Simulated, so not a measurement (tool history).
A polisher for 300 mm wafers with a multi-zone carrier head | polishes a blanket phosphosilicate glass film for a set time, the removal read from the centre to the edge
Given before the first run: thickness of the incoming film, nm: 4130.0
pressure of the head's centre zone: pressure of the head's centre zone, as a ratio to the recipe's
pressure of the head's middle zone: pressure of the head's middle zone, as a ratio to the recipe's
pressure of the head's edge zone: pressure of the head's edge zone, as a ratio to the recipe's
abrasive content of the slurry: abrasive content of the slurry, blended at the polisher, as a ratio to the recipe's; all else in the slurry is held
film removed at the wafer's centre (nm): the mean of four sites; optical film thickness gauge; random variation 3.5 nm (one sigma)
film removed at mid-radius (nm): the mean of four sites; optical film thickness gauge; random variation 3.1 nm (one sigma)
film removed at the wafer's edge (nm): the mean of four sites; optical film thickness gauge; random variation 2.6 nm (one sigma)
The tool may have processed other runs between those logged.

run  hour  flow of slurry (ml/min)  pressure of the head's centre zone  pressure of the head's middle zone  pressure of the head's edge zone  abrasive content of the slurry  polishing time (s)  film removed at the wafer's centre (nm)  film removed at mid-radius (nm)  film removed at the wafer's edge (nm)
  1     0                      305                                   1                                   1                                 1                               1                  66                                    446.5                           438.08                                 452.49
  2   8.5                      305                                   1                                0.94                                 1                               1                  66                                   450.76                           425.83                                 448.25
  3  15.2                      370                                   1                                0.94                                 1                               1                  66                                    466.9                           426.46                                 451.17
  4  16.1                      365                                0.96                                0.92                              0.98                            0.85                  66                                   420.96                           402.66                                 428.06
  5  25.1                      365                                0.96                                0.87                              0.98                            0.85                  66                                   415.83                           388.71                                 424.57
  6  33.7                      365                                0.96                                0.92                              0.98                            0.85                  66                                    417.3                           396.72                                 431.17
  7  36.4                      350                                0.95                                0.92                              0.94                            0.75                  65                                   387.44                           372.23                                 396.11

What does the tool deliver on the next run?
  8  40.4                      335                                0.93                                 0.9                              0.91                             0.7                  65                                        ?                                ?                                      ?

Run 8 measured film removed at the wafer's centre (nm) 375.2, film removed at mid-radius (nm) 361.85, film removed at the wafer's edge (nm) 381.43.
